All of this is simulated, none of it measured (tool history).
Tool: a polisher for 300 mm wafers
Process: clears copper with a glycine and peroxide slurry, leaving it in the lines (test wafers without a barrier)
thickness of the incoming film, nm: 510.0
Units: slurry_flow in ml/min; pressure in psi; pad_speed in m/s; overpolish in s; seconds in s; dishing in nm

run 1 day=0 | slurry_flow=210 pressure=3.3 pad_speed=0.8 overpolish=27 | seconds=100.45 dishing=71.772
run 2 day=0.346 | slurry_flow=210 pressure=3.8 pad_speed=0.8 overpolish=27 | seconds=93.867 dishing=77.806
run 3 day=0.546 | slurry_flow=210 pressure=3.8 pad_speed=0.8 overpolish=38 | seconds=89.855 dishing=92.925
run 4 day=0.8 | slurry_flow=210 pressure=3.8 pad_speed=0.7 overpolish=38 | seconds=99.877 dishing=84.864
run 5 day=0.862 | slurry_flow=210 pressure=3.5 pad_speed=0.7 overpolish=40 | seconds=107.42 dishing=87.241
run 6 day=1.071 | slurry_flow=210 pressure=3.4 pad_speed=0.7 overpolish=39 | seconds=113.44 dishing=82.487

Forecast run 7:
-- day=1.267 worn pad replaced by a new one
run 7 day=1.267 | slurry_flow=210 pressure=3.3 pad_speed=0.7 overpolish=39 | seconds=? dishing=?

{"run 7": {"seconds": 102.3, "dishing": 88.337}}
